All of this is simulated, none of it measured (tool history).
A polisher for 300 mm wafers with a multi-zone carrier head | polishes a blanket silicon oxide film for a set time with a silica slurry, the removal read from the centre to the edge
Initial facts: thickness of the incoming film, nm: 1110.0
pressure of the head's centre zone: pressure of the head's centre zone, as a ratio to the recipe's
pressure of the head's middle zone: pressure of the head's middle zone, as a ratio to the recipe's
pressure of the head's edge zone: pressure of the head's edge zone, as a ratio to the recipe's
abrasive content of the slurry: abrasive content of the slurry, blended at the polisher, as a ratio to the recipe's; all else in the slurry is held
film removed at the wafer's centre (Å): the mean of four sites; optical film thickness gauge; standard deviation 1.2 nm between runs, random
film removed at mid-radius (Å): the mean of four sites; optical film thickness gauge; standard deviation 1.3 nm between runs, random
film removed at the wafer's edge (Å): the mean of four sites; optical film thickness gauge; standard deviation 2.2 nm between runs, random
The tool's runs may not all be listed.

run	hour	flow of slurry (ml/min)	pressure of the head's centre zone	pressure of the head's middle zone	pressure of the head's edge zone	abrasive content of the slurry	polishing time (s)	film removed at the wafer's centre (Å)	film removed at mid-radius (Å)	film removed at the wafer's edge (Å)
1	0	145	1	1	1	1	41	1074.6	1124.7	1116.2
2	8.7	145	1	1	1	1.15	41	1157.3	1195.6	1174.3
3	11.9	145	0.99	1	1.04	1.25	42	1214.6	1278.8	1290.1
4	16.1	180	0.99	1	1.04	1.25	42	1257.2	1303.2	1306.9
# hour 20.7: centre zone pressure recalibrated
5	20.7	180	0.99	1	1.04	1.25	35	1086.7	1081.7	1056.2
6	21.5	165	1	1	1.06	1.3	38	1203.6	1189	1191
7	23.8	155	1	1	1.08	1.35	40	1254.1	1231.8	1304.3
8	28.7	165	1.02	1.1	1.18	1.5	47	1612.5	1688.3	1653.1
9	31.7	160	1.01	1.09	1.18	1.5	47	1582.9	1655.6	1656.7

The next listed run, before its measurement:
10	33.1	155	1	1.08	1.18	1.5	47	?	?	?

{"run 10": {"film removed at the wafer's centre (Å)": 1557.7, "film removed at mid-radius (Å)": 1662, "film removed at the wafer's edge (Å)": 1667.1}}
